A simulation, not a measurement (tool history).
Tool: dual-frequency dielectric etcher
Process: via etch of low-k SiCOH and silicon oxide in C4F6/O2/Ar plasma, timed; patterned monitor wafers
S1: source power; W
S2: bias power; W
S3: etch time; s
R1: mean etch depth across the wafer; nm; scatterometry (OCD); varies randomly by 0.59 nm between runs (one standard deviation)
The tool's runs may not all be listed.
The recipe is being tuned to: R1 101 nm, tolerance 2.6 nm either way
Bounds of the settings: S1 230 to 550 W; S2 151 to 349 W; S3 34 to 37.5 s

run	day	S1	S2	S3	R1
1	0	390	250	37.5	116.95
2	0.067	350	242	37.5	110.28
3	0.258	350	242	37.5	108.64
4	0.354	330	240	37.5	105.57
5	0.492	320	239	37.5	105.25
6	0.821	320	274	37.5	112.54
7	0.892	300	270	37.5	108.54
8	1.05	280	268	37.5	104.91
9	1.346	270	267	37.5	103.7

5 next moves are on the table. One of them brings every result within its allowed miss. Which?
A	1.642	270	297	37.5	?
B	1.642	290	320	35	?
C	1.642	320	272	34	?
D	1.642	260	292	37.5	?
E	1.642	280	271	37.5	?

move	R1
A	109.69
B	108.99
C	101.65
D	107.26
E	106.38
A: misses by more than the last run did
B: misses by more than the last run did
C: every result lands within tolerance
D: misses by more than the last run did
E: misses by more than the last run did
Go with C: it meets all targets.
